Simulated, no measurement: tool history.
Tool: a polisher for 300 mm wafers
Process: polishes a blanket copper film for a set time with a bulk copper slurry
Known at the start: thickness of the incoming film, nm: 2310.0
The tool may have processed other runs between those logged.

run,hour,flow of slurry (ml/min),pressure of the wafer on the pad (kPa),speed of the pad under the wafer (m/s),abrasive content of the slurry,polishing time (s),film removed (angstrom)
1,0.0,195,20.0,0.88,1.0,74,6288.9
2,3.7,195,20.0,0.70,1.0,74,5568.4
3,4.9,195,20.0,0.70,1.0,78,5818.4
4,6.3,195,20.0,0.70,0.8,78,5723.5
5,11.0,195,19.3,0.70,0.8,78,5472.1
6,17.6,150,19.3,0.70,0.8,78,5136.4
7,22.6,150,18.6,0.70,0.8,78,4960.6

The next listed run, before its measurement:
8,24.3,150,17.9,0.70,0.8,78,?

film removed (angstrom): 4669.9
